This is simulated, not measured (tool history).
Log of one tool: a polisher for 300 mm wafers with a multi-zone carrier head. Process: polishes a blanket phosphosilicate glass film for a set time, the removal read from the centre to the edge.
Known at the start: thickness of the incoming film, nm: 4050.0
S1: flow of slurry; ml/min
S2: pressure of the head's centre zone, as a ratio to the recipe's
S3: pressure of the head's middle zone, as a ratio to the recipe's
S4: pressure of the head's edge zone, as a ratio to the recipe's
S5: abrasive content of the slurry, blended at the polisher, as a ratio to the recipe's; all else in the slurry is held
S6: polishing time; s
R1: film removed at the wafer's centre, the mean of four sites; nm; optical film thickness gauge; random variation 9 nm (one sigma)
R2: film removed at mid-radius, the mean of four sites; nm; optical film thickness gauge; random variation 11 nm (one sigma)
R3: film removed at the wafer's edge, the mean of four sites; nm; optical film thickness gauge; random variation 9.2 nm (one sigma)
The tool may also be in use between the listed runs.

run 1 day=0.000 | S1=240 S2=1.00 S3=1.00 S4=1.00 S5=1.00 S6=70 | R1=574.21 R2=567.95 R3=594.65
run 2 day=0.167 | S1=240 S2=1.00 S3=1.03 S4=1.00 S5=1.00 S6=70 | R1=570.11 R2=595.44 R3=597.64
run 3 day=0.329 | S1=240 S2=1.04 S3=1.03 S4=1.00 S5=1.00 S6=70 | R1=583.15 R2=600.56 R3=585.72
run 4 day=0.400 | S1=240 S2=1.03 S3=1.04 S4=1.01 S5=1.05 S6=70 | R1=599.12 R2=610.10 R3=594.54
run 5 day=0.500 | S1=240 S2=1.01 S3=1.05 S4=1.01 S5=1.10 S6=71 | R1=634.43 R2=640.28 R3=631.78
run 6 day=0.800 | S1=240 S2=0.99 S3=1.07 S4=1.02 S5=1.10 S6=71 | R1=609.59 R2=653.96 R3=632.24
run 7 day=0.883 | S1=240 S2=0.98 S3=1.08 S4=1.03 S5=1.10 S6=71 | R1=603.01 R2=651.02 R3=634.20
run 8 day=1.238 | S1=240 S2=0.97 S3=1.09 S4=1.03 S5=1.10 S6=71 | R1=595.68 R2=653.42 R3=636.83
run 9 day=1.504 | S1=240 S2=0.96 S3=1.10 S4=1.03 S5=1.10 S6=71 | R1=574.42 R2=651.61 R3=623.01
run 10 day=1.771 | S1=240 S2=0.96 S3=1.11 S4=1.04 S5=1.10 S6=71 | R1=587.24 R2=668.88 R3=636.24

Run 11 comes next. What will it give?
run 11 day=2.138 | S1=240 S2=0.96 S3=1.12 S4=1.05 S5=1.10 S6=71 | R1=? R2=? R3=?

{"run 11": {"R1": 574.78, "R2": 671.83, "R3": 643.84}}
